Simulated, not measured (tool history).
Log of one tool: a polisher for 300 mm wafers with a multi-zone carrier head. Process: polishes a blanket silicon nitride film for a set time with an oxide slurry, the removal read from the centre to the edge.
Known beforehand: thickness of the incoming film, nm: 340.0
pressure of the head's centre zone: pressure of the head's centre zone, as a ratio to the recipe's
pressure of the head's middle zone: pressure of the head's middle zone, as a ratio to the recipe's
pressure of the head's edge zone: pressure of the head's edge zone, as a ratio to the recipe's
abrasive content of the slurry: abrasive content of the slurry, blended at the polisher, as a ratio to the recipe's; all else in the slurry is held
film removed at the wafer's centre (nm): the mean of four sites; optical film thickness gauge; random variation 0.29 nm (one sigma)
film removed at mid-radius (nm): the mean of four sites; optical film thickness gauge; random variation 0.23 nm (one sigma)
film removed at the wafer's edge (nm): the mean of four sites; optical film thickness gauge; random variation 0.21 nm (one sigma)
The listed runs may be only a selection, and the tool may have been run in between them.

| run | hour | flow of slurry (ml/min) | pressure of the head's centre zone | pressure of the head's middle zone | pressure of the head's edge zone | abrasive content of the slurry | polishing time (s) | film removed at the wafer's centre (nm) | film removed at mid-radius (nm) | film removed at the wafer's edge (nm) |
|---|---|---|---|---|---|---|---|---|---|---|
| 1 | 0 | 165 | 1 | 1 | 1 | 1 | 30 | 26.759 | 27.605 | 27.827 |
| 2 | 2.2 | 180 | 1 | 1 | 1 | 1 | 30 | 27.926 | 27.482 | 27.894 |
| 3 | 3 | 185 | 1 | 0.98 | 0.97 | 0.85 | 29 | 24.694 | 24.779 | 25.205 |
| 4 | 10.2 | 185 | 1.03 | 0.96 | 0.94 | 0.75 | 28 | 23.071 | 21.396 | 21.719 |
| 5 | 16.7 | 170 | 1.03 | 0.95 | 0.93 | 0.75 | 28 | 22.264 | 21.143 | 21.947 |
| 6 | 24.8 | 170 | 1.03 | 0.95 | 0.93 | 0.75 | 33 | 26.463 | 25.538 | 25.287 |
| 7 | 33.4 | 140 | 1.02 | 0.86 | 0.83 | 0.5 | 30 | 18.285 | 15.978 | 16.738 |
| 8 | 40.7 | 160 | 1.02 | 0.87 | 0.86 | 0.5 | 30 | 18.426 | 16.848 | 17.695 |

Expected results for the next run?
| 9 | 47 | 175 | 1.04 | 0.88 | 0.87 | 0.5 | 30 | ? | ? | ? |

Run 9 gave film removed at the wafer's centre (nm) 18.966, film removed at mid-radius (nm) 16.698, film removed at the wafer's edge (nm) 17.315.
